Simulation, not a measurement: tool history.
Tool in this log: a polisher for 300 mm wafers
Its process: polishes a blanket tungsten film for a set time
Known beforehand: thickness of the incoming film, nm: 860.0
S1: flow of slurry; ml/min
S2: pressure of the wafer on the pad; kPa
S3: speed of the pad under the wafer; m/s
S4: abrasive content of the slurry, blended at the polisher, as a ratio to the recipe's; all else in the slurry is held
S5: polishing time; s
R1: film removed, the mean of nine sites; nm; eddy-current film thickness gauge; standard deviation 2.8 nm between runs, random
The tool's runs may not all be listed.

run 1 hour=0.0 | S1=130 S2=28.3 S3=1.24 S4=1.0 S5=62 | R1=360.49
run 2 hour=7.1 | S1=130 S2=28.3 S3=1.24 S4=1.0 S5=62 | R1=354.93
run 3 hour=9.7 | S1=125 S2=27.6 S3=1.24 S4=1.0 S5=62 | R1=348.68
run 4 hour=13.4 | S1=125 S2=24.8 S3=1.24 S4=1.0 S5=62 | R1=316.75
run 5 hour=16.6 | S1=125 S2=24.8 S3=1.24 S4=1.0 S5=65 | R1=327.48
run 6 hour=18.3 | S1=125 S2=17.9 S3=1.24 S4=1.0 S5=65 | R1=242.86

What does the tool deliver on the next run?
run 7 hour=19.2 | S1=130 S2=18.6 S3=1.24 S4=1.0 S5=65 | R1=?

R1: 251.14 nm
